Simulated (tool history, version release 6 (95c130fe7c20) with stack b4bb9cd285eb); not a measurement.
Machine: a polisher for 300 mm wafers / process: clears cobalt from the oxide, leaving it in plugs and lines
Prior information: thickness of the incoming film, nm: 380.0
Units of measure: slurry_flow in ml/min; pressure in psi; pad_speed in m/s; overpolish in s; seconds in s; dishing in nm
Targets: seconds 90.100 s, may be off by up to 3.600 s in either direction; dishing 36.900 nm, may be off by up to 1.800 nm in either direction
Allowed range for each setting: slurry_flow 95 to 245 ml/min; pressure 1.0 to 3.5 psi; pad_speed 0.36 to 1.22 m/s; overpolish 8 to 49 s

{"run": 1, "hour": 0.0, "slurry_flow": 155, "pressure": 2.2, "pad_speed": 0.78, "overpolish": 25, "seconds": 72.489, "dishing": 56.674}
{"run": 2, "hour": 6.9, "slurry_flow": 190, "pressure": 2.2, "pad_speed": 0.78, "overpolish": 25, "seconds": 70.198, "dishing": 57.905}
{"run": 3, "hour": 13.2, "slurry_flow": 190, "pressure": 2.2, "pad_speed": 0.64, "overpolish": 25, "seconds": 85.591, "dishing": 54.066}
{"run": 4, "hour": 14.7, "slurry_flow": 190, "pressure": 2.2, "pad_speed": 0.64, "overpolish": 21, "seconds": 84.691, "dishing": 49.512}
{"run": 5, "hour": 19.6, "slurry_flow": 190, "pressure": 2.2, "pad_speed": 0.52, "overpolish": 21, "seconds": 103.72, "dishing": 44.948}
{"run": 6, "hour": 22.6, "slurry_flow": 190, "pressure": 2.3, "pad_speed": 0.52, "overpolish": 18, "seconds": 98.097, "dishing": 43.215}
{"run": 7, "hour": 28.0, "slurry_flow": 200, "pressure": 2.5, "pad_speed": 0.5, "overpolish": 8, "seconds": 94.958, "dishing": 24.895}
{"run": 8, "hour": 31.4, "slurry_flow": 195, "pressure": 2.5, "pad_speed": 0.52, "overpolish": 10, "seconds": 91.986, "dishing": 29.766}
{"run": 9, "hour": 32.5, "slurry_flow": 185, "pressure": 2.5, "pad_speed": 0.52, "overpolish": 11, "seconds": 92.314, "dishing": 32.018}
{"run": 10, "hour": 41.3, "slurry_flow": 180, "pressure": 2.5, "pad_speed": 0.52, "overpolish": 11, "seconds": 91.827, "dishing": 31.383}
{"run": 11, "hour": 49.9, "slurry_flow": 175, "pressure": 2.5, "pad_speed": 0.52, "overpolish": 12, "seconds": 93.849, "dishing": 33.874}
{"run": 12, "hour": 58.9, "slurry_flow": 170, "pressure": 2.5, "pad_speed": 0.52, "overpolish": 12, "seconds": 93.297, "dishing": 34.227}
{"run": 13, "hour": 61.0, "slurry_flow": 165, "pressure": 2.5, "pad_speed": 0.52, "overpolish": 12, "seconds": 94.224, "dishing": 34.568}

4 next moves are on the table. One of them brings every result within its allowed miss. Which?
{"run": "A", "hour": 63.1, "slurry_flow": 170, "pressure": 2.6, "pad_speed": 0.52, "overpolish": 13, "seconds": "?", "dishing": "?"}
{"run": "B", "hour": 63.1, "slurry_flow": 165, "pressure": 2.4, "pad_speed": 0.62, "overpolish": 14, "seconds": "?", "dishing": "?"}
{"run": "C", "hour": 63.1, "slurry_flow": 160, "pressure": 2.2, "pad_speed": 0.68, "overpolish": 15, "seconds": "?", "dishing": "?"}
{"run": "D", "hour": 63.1, "slurry_flow": 160, "pressure": 3.0, "pad_speed": 0.5, "overpolish": 14, "seconds": "?", "dishing": "?"}

move=A seconds=91.151 dishing=36.435
move=B seconds=83.660 dishing=40.371
move=C seconds=83.729 dishing=42.085
move=D seconds=83.154 dishing=40.520
A: all results land within tolerance of their targets
B: moves the result that the last run missed by most past its target, out the other side
C: moves the result that the last run missed by most past its target, out the other side
D: moves the result that the last run missed by most past its target, out the other side
Correct choice: A, which meets every target
